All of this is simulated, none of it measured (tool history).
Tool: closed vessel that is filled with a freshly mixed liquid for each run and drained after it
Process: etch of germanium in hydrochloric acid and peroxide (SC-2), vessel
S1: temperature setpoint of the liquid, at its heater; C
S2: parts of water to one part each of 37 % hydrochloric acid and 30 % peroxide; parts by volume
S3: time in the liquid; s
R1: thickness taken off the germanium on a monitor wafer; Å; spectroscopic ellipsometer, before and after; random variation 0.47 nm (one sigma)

run,day,S1,S2,S3,R1
1,0,47,9,30,425.03
2,0.371,48.5,9,30,445.72
3,0.671,49.5,9,30,454.19
4,0.95,49.5,12,30,437.55
5,1.054,49.5,10,30,447.3
6,1.396,47,10,30,418.13
7,1.517,48.5,10,30,442.86
8,1.75,50,10,30,455.71
9,1.8,51,10,30,475.21
10,1.975,51.5,10,30,470.83

Run 11 comes next. What will it give?
11,2.212,52.5,10,30,?

{"run 11": {"R1": 503.21}}

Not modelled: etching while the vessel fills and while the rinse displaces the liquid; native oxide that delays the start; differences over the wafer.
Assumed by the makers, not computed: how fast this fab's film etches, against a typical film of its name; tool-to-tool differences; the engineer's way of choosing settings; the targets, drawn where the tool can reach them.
